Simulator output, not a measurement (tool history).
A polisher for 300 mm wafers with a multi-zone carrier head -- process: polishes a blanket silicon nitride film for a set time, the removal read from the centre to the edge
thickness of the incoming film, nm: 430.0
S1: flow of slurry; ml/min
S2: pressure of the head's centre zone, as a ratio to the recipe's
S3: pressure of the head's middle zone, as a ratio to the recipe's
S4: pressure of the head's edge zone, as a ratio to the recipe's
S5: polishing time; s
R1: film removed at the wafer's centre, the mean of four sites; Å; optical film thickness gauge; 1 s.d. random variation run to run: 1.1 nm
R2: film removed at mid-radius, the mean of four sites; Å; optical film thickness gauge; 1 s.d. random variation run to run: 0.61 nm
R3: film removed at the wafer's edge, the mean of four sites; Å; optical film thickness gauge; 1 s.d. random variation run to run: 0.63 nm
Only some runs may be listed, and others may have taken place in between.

run	hour	S1	S2	S3	S4	S5	R1	R2	R3
1	0.0	240	1.00	1.00	1.00	53	634.10	617.05	623.47
2	7.6	260	1.06	1.02	1.04	56	734.29	667.23	658.20
3	13.7	260	1.13	1.02	1.04	56	776.65	676.10	675.01
4	17.0	235	1.13	1.02	1.04	56	767.67	664.91	660.40
5	22.6	235	1.17	1.02	1.04	56	789.39	670.01	663.32
6	29.2	235	1.17	1.02	1.08	56	808.07	656.70	672.25
7	34.1	255	1.16	1.04	1.11	58	853.95	702.67	718.09
8	37.6	275	1.15	1.06	1.14	59	854.34	739.60	735.82

The next listed run, before its measurement:
9	39.1	290	1.16	1.06	1.16	60	?	?	?

R1: 880.28 Å
R2: 748.75 Å
R3: 748.29 Å

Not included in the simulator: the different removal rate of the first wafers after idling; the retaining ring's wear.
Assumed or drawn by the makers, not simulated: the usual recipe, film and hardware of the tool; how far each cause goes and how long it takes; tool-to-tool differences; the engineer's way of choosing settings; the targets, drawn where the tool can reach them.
